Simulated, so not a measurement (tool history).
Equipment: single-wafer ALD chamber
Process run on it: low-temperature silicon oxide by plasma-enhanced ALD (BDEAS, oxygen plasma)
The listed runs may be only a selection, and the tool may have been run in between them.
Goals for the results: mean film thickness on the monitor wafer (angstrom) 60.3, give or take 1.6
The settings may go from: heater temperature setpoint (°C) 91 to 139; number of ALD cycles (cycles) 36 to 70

| run | hour | heater temperature setpoint (°C) | number of ALD cycles (cycles) | mean film thickness on the monitor wafer (angstrom) |
|---|---|---|---|---|
| 1 | 0 | 115 | 53 | 75.344 |
| 2 | 4.5 | 115 | 56 | 79.889 |
| 3 | 10.8 | 106 | 56 | 81.381 |
| 4 | 17.5 | 106 | 50 | 73.01 |
|  | 22.4 | thermocouple changed; heater temperature recalibrated |
| 5 | 22.4 | 113 | 50 | 72.296 |
| 6 | 26.2 | 113 | 45 | 65.265 |
| 7 | 30.1 | 113 | 44 | 63.979 |
| 8 | 37.2 | 113 | 43 | 63.08 |

Which single option among these 5 for the next run brings every result within its allowed miss of target? Just one does.
| A | 44.3 | 112 | 38 | ? |
| B | 44.3 | 125 | 45 | ? |
| C | 44.3 | 120 | 39 | ? |
| D | 44.3 | 106 | 41 | ? |
| E | 44.3 | 107 | 44 | ? |

| move | mean film thickness on the monitor wafer (angstrom) |
|---|---|
| A | 55.397 |
| B | 63.81 |
| C | 55.899 |
| D | 60.525 |
| E | 64.818 |
A: pushes the last run's worst result past its target
B: misses by more than the last run did
C: pushes the last run's worst result past its target
D: every result lands within tolerance
E: misses by more than the last run did
D meets every target.
